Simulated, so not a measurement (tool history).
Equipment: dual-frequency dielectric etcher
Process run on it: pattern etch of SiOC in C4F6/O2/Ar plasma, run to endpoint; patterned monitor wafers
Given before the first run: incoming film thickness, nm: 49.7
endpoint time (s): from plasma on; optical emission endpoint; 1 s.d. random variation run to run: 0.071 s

| run | day | bias power (W) | source power (W) | endpoint time (s) |
|---|---|---|---|---|
| 1 | 0 | 331 | 440 | 18.488 |
| 2 | 0.196 | 331 | 380 | 19.549 |
| 3 | 0.312 | 360 | 380 | 18.956 |
| 4 | 0.579 | 360 | 320 | 20.45 |
| 5 | 0.65 | 305 | 320 | 21.794 |
| 6 | 0.942 | 272 | 320 | 23.154 |
| 7 | 1.221 | 317 | 330 | 21.241 |

Run 8 has not been measured yet. What should we expect?
| 8 | 1.533 | 317 | 330 | ? |

Run 8 yielded endpoint time (s) 21.073.
